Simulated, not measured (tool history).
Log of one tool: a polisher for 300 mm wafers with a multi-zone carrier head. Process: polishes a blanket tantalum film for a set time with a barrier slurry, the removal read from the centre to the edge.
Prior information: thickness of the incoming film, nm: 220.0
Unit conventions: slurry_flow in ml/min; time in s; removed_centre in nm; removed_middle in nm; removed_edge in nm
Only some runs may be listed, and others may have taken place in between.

{"run": 1, "hour": 0.0, "slurry_flow": 300, "centre_zone": 1.0, "middle_zone": 1.0, "edge_zone": 1.0, "slurry_solids": 1.0, "time": 41, "removed_centre": 42.145, "removed_middle": 46.675, "removed_edge": 46.068}
{"run": 2, "hour": 5.3, "slurry_flow": 300, "centre_zone": 1.0, "middle_zone": 1.02, "edge_zone": 1.01, "slurry_solids": 1.05, "time": 42, "removed_centre": 44.185, "removed_middle": 49.303, "removed_edge": 47.926}
{"run": 3, "hour": 10.6, "slurry_flow": 300, "centre_zone": 1.0, "middle_zone": 1.02, "edge_zone": 0.94, "slurry_solids": 1.05, "time": 42, "removed_centre": 44.496, "removed_middle": 49.975, "removed_edge": 47.543}
{"run": 4, "hour": 19.3, "slurry_flow": 300, "centre_zone": 0.99, "middle_zone": 1.03, "edge_zone": 0.94, "slurry_solids": 1.1, "time": 43, "removed_centre": 44.634, "removed_middle": 52.518, "removed_edge": 48.135}
{"hour": 24.8, "done": "centre zone pressure recalibrated"}
{"run": 5, "hour": 24.8, "slurry_flow": 300, "centre_zone": 0.99, "middle_zone": 1.03, "edge_zone": 0.95, "slurry_solids": 1.15, "time": 44, "removed_centre": 49.288, "removed_middle": 53.962, "removed_edge": 49.642}
{"run": 6, "hour": 31.7, "slurry_flow": 300, "centre_zone": 0.97, "middle_zone": 1.04, "edge_zone": 0.96, "slurry_solids": 1.15, "time": 46, "removed_centre": 50.242, "removed_middle": 57.466, "removed_edge": 51.898}

Forecast run 7:
{"run": 7, "hour": 37.0, "slurry_flow": 300, "centre_zone": 0.94, "middle_zone": 1.14, "edge_zone": 1.06, "slurry_solids": 1.4, "time": 52, "removed_centre": "?", "removed_middle": "?", "removed_edge": "?"}

{"run 7": {"removed_centre": 58.491, "removed_middle": 72.359, "removed_edge": 64.211}}
